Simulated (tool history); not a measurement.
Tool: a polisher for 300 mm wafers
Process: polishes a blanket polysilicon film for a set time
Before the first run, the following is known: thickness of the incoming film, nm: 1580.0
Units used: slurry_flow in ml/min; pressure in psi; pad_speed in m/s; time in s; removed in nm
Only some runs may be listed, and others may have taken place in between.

run,hour,slurry_flow,pressure,pad_speed,time,removed
1,0.0,155,1.8,0.90,46,225.62
2,0.8,155,1.8,0.90,40,194.13
3,8.2,175,1.8,0.90,40,196.63
4,13.5,175,1.8,0.90,40,197.40
5,20.3,155,1.8,0.90,40,192.51
6,21.1,150,1.7,0.90,40,185.24
7,28.1,150,1.6,0.90,40,178.09
8,32.0,150,1.5,0.90,40,170.62
9,34.1,150,1.4,0.90,40,163.60
10,35.1,150,1.3,0.90,40,153.54

Run 11 has not been measured yet. What should we expect?
11,42.3,150,1.2,0.90,40,?

removed: 147.65 nm
